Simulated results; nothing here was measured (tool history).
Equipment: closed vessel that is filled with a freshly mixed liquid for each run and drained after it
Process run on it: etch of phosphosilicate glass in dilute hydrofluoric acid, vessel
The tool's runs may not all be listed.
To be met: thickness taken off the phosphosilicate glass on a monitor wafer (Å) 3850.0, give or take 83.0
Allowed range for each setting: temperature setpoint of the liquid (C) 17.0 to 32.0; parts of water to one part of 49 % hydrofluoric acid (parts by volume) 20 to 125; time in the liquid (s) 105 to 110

run,hour,temperature setpoint of the liquid (C),parts of water to one part of 49 % hydrofluoric acid (parts by volume),time in the liquid (s),thickness taken off the phosphosilicate glass on a monitor wafer (Å)
1,0.0,24.0,70,105,2219.2
2,5.2,24.0,50,105,3217.5
3,8.7,24.5,50,105,3291.6
4,17.2,25.0,50,105,3321.8
5,25.9,23.5,50,105,3178.3
6,33.4,23.5,70,105,2189.3
7,39.7,27.5,55,105,3353.0
8,41.6,28.0,55,105,3383.4
9,43.7,28.0,55,105,3403.8

Exercise: of the 5 proposed moves below, exactly one satisfies all targets within the stated allowed misses. Which move is it?
A,45.8,25.5,50,110,?
B,45.8,25.5,60,105,?
C,45.8,30.0,50,105,?
D,45.8,30.0,55,105,?
E,45.8,32.0,60,110,?

move,thickness taken off the phosphosilicate glass on a monitor wafer (Å)
A,3575.7
B,2805.7
C,4085.3
D,3685.6
E,3794.1
A: gains on the last run, yet a result remains outside its allowed miss
B: further off than the last run
C: pushes the last run's worst result past its target
D: gains on the last run, yet a result remains outside its allowed miss
E: in spec on every target
The right move is E.
